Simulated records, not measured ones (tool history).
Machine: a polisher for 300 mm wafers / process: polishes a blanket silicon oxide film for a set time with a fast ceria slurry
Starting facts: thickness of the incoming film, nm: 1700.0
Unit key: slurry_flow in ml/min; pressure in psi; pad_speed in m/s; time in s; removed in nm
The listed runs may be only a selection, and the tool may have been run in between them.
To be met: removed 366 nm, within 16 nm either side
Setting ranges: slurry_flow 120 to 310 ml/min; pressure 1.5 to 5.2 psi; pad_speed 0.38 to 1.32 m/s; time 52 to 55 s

run  hour  slurry_flow  pressure  pad_speed  time  removed
  1     0          200       3.3       0.84    52   778.08
  2     8          200       3.3       0.72    52    683.1
  3     9          200       2.7        0.7    52   542.81
  4  14.3          200         2        0.7    52   414.51
  5  22.7          170         2        0.7    52    396.6
  6  26.1          160         2        0.7    52    400.8
  7  33.6          160       1.7        0.7    52      342
  8  41.9          165       1.7        0.7    52    336.4
  9  46.8          165         2        0.7    52   401.56

Consider the 5 candidate settings below. Which is the only one whose results all fall within their allowed miss of target?
  A  51.7          140       1.9       0.62    54        ?
  B  51.7          120       2.5       0.54    53        ?
  C  51.7          145       1.5       0.78    53        ?
  D  51.7          170       1.7       0.68    52        ?
  E  51.7          160       1.7       0.66    52        ?

move  removed
   A   335.44
   B   361.14
   C   331.21
   D   330.15
   E   317.28
A: pushes the last run's worst result past its target
B: meets every target
C: pushes the last run's worst result past its target
D: pushes the last run's worst result past its target
E: pushes the last run's worst result past its target
Correct choice: B, which meets every target
